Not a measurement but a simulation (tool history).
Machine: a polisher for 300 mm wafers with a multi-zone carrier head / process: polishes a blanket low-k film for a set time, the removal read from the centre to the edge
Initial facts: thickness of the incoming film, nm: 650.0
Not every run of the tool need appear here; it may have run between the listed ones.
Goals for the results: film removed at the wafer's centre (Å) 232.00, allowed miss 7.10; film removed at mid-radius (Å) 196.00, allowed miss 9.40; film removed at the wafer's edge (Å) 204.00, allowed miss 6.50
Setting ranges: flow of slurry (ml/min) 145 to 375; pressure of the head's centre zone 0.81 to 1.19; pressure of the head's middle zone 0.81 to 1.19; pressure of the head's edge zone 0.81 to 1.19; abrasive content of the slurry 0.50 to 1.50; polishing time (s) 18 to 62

run	hour	flow of slurry (ml/min)	pressure of the head's centre zone	pressure of the head's middle zone	pressure of the head's edge zone	abrasive content of the slurry	polishing time (s)	film removed at the wafer's centre (Å)	film removed at mid-radius (Å)	film removed at the wafer's edge (Å)
1	0.0	240	1.00	1.00	1.00	1.00	40	142.07	137.20	133.41
2	2.9	215	1.00	1.00	1.00	1.00	40	139.49	134.30	133.62
3	7.5	215	1.00	1.00	1.08	1.00	40	141.05	135.29	139.28
4	12.7	175	1.00	1.00	1.08	1.00	40	136.30	128.58	136.55
5	15.1	195	1.04	1.01	1.11	1.15	41	156.02	147.63	151.18
6	18.0	195	1.04	1.01	1.11	1.15	31	117.42	110.79	115.95
7	21.0	210	1.08	0.99	1.13	1.25	36	149.91	133.65	141.36
8	27.3	235	1.10	0.99	1.15	1.35	38	171.29	145.91	156.49
9	35.4	245	1.13	1.05	1.17	1.50	47	225.00	198.45	208.56

Which of these 5 next moves meets every target?
A	43.5	250	1.07	0.98	1.19	1.50	50	?	?	?
B	43.5	250	1.06	1.03	1.19	1.45	50	?	?	?
C	43.5	275	1.19	1.08	0.94	1.20	52	?	?	?
D	43.5	270	1.19	1.06	1.18	1.40	44	?	?	?
E	43.5	270	1.16	1.03	1.16	1.35	49	?	?	?

move	film removed at the wafer's centre (Å)	film removed at mid-radius (Å)	film removed at the wafer's edge (Å)
A	223.77	197.41	221.93
B	219.00	203.33	219.02
C	239.60	206.05	189.10
D	215.33	182.24	190.42
E	230.44	195.32	207.31
A: misses by more than the last run did
B: misses by more than the last run did
C: carries the result that was furthest off beyond its target, to the other side
D: misses by more than the last run did
E: every result lands within tolerance
The right move is E.
